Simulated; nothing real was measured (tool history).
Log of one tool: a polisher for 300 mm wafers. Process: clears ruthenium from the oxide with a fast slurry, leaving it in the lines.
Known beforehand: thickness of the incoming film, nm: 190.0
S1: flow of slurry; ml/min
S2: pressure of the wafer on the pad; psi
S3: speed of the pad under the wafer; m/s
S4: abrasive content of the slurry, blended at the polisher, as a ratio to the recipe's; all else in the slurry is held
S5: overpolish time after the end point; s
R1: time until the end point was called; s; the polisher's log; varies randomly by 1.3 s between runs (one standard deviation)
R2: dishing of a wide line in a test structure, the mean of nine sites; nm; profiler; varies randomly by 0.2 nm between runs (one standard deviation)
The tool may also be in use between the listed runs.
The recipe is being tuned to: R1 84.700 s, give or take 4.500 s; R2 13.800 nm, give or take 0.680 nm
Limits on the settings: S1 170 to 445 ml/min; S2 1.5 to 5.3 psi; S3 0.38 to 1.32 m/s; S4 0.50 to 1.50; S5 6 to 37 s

run,hour,S1,S2,S3,S4,S5,R1,R2
1,0.0,285,3.4,0.84,1.00,19,45.980,57.472
2,7.9,285,3.2,0.76,1.00,17,53.032,47.100
3,12.4,285,3.0,0.70,1.00,15,62.868,36.814
4,21.2,295,2.7,0.68,1.10,13,66.016,30.795
5,28.5,295,2.7,0.68,1.20,13,64.201,32.521
6,33.3,325,2.5,0.70,1.05,12,71.770,26.911
7,41.0,350,2.3,0.74,1.00,11,74.086,23.859
8,46.7,370,2.2,0.78,0.95,10,75.742,21.084
9,53.6,385,2.1,0.80,0.90,9,78.946,18.332
10,56.2,390,2.1,0.80,0.90,8,81.892,16.380
11,63.1,445,1.9,0.80,0.90,6,89.612,11.397

Next run, 4 choices. One meets every target within its allowed miss, the rest don't. Which?
A,70.0,445,2.0,0.84,0.85,7,?,?
B,70.0,415,2.5,0.84,0.75,6,?,?
C,70.0,405,2.1,0.70,0.80,9,?,?
D,70.0,390,1.8,0.98,0.80,6,?,?

move,R1,R2
A,83.670,14.112
B,74.541,13.600
C,100.110,15.114
D,83.822,12.152
A: every result within its allowed miss
B: corrects the largest miss of the last run, while another result sits out of spec
C: takes the result that was furthest off past its target
D: gains on the last run, yet a result remains outside its allowed miss
So the answer is move A, the one that meets all the targets.

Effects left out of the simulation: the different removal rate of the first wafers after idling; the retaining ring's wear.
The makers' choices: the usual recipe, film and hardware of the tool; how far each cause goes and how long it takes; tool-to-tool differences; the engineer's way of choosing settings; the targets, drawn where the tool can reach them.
